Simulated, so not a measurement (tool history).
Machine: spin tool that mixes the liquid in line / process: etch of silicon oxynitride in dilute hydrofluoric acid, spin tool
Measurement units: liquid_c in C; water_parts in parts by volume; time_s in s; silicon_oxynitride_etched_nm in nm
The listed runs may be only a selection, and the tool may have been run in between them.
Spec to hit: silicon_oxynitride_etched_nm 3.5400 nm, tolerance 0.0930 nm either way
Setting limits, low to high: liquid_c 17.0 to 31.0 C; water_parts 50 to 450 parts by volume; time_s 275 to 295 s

run  hour  liquid_c  water_parts  time_s  silicon_oxynitride_etched_nm
  1   0.0      23.0          250     275                        4.7115
  2   3.9      21.0          255     275                        4.1599
  3   5.7      21.0          255     275                        4.1485
  4   6.4      20.0          255     275                        4.0517
      8.4  -- hydrofluoric acid flow meter replaced
  5   8.4      20.0          215     275                        4.2815
  6  16.1      20.0          275     275                        3.2126
  7  23.9      20.5          275     275                        3.2951
  8  31.1      21.0          275     275                        3.3850

Below are 5 possible settings for the next run. Only one of them brings all results inside the allowed miss of their targets. Which is it?
  A  38.3      19.5          280     290                             ?
  B  38.3      22.0          265     275                             ?
  C  38.3      21.0          285     285                             ?
  D  38.3      20.0          270     275                             ?
  E  38.3      21.5          285     295                             ?

move  silicon_oxynitride_etched_nm
   A                        3.2907
   B                        3.7204
   C                        3.3866
   D                        3.3299
   E                        3.5834
A: further off than the last run
B: takes the biggest miss from the last run beyond its target
C: about as far from the targets as the last run
D: further off than the last run
E: hits every target within its allowed miss
The move that meets every target is E.

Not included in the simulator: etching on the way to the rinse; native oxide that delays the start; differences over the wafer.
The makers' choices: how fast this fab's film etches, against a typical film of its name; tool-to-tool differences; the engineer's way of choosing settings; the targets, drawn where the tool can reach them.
